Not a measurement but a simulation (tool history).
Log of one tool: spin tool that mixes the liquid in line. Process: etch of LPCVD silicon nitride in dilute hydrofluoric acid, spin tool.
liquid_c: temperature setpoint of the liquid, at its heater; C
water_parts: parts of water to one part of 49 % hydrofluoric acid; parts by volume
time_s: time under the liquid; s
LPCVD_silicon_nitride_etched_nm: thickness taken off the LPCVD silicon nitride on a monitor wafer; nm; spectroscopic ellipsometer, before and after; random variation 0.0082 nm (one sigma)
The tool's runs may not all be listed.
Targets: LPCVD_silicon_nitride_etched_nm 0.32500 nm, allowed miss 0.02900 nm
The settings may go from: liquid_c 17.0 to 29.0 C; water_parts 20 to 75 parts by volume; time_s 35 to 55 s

run,hour,liquid_c,water_parts,time_s,LPCVD_silicon_nitride_etched_nm
1,0.0,21.0,45,55,0.40444
2,8.2,21.0,40,55,0.46742
3,9.1,20.0,40,55,0.43791
4,12.0,19.5,40,55,0.41588
5,18.3,19.0,40,55,0.39375
6,25.6,21.5,40,55,0.47501
7,27.2,20.5,40,55,0.46050
8,31.1,19.5,40,55,0.41409

Which of these 4 next moves meets every target?
A,35.0,18.5,30,35,?
B,35.0,20.5,30,55,?
C,35.0,18.0,40,55,?
D,35.0,20.0,30,55,?

move,LPCVD_silicon_nitride_etched_nm
A,0.32107
B,0.58171
C,0.36906
D,0.56148
A: meets every target
B: further off than the last run
C: nearer than the last run, and not there yet
D: further off than the last run
Answer: A
